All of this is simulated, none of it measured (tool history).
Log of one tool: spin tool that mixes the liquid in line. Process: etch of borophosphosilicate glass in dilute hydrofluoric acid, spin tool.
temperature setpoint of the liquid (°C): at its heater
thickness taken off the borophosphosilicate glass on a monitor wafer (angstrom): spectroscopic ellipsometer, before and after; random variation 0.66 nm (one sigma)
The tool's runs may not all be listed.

run	day	temperature setpoint of the liquid (°C)	parts of water to one part of 49 % hydrofluoric acid (parts by volume)	time under the liquid (s)	thickness taken off the borophosphosilicate glass on a monitor wafer (angstrom)
1	0	23	60	70	554.48
2	0.067	24	60	70	581.44
3	0.246	24	50	70	699.3
4	0.396	24.5	50	70	731.16
# day 0.571: thermometer replaced
5	0.571	25.5	50	70	712.41
6	0.788	26	50	70	720.13
7	0.983	26.5	50	70	746.12

Forecast run 8:
8	1.292	27	50	70	?

Run 8 gave thickness taken off the borophosphosilicate glass on a monitor wafer (angstrom) 755.16.

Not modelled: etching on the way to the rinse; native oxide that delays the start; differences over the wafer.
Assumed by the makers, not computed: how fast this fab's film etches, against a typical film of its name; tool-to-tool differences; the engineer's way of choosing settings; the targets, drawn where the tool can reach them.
